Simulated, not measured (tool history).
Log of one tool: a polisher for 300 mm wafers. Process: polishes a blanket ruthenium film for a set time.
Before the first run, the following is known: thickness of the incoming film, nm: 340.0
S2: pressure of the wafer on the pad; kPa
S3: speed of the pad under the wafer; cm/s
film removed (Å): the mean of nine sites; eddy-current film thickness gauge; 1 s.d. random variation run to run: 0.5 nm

Run 1, hour 0.0: flow of slurry (ml/min) 240, S2 13.8 kPa, S3 126 cm/s, polishing time (s) 86. Result: film removed (Å) 1158.60.
Run 2, hour 7.8: flow of slurry (ml/min) 240, S2 11.0 kPa, S3 126 cm/s, polishing time (s) 86. Result: film removed (Å) 946.63.
Run 3, hour 14.9: flow of slurry (ml/min) 235, S2 9.7 kPa, S3 126 cm/s, polishing time (s) 86. Result: film removed (Å) 830.29.
Run 4, hour 22.8: flow of slurry (ml/min) 235, S2 9.7 kPa, S3 126 cm/s, polishing time (s) 91. Result: film removed (Å) 883.50.
Run 5, hour 29.2: flow of slurry (ml/min) 225, S2 8.3 kPa, S3 126 cm/s, polishing time (s) 91. Result: film removed (Å) 757.39.
Run 6, hour 29.8: flow of slurry (ml/min) 280, S2 8.3 kPa, S3 126 cm/s, polishing time (s) 91. Result: film removed (Å) 768.17.
Run 7, hour 31.7: flow of slurry (ml/min) 280, S2 7.6 kPa, S3 126 cm/s, polishing time (s) 91. Result: film removed (Å) 706.15.

Predict the results of run 8:
Run 8, hour 37.1: flow of slurry (ml/min) 285, S2 7.6 kPa, S3 126 cm/s, polishing time (s) 91. Result: film removed (Å) ?.

{"run 8": {"film removed (Å)": 720.09}}
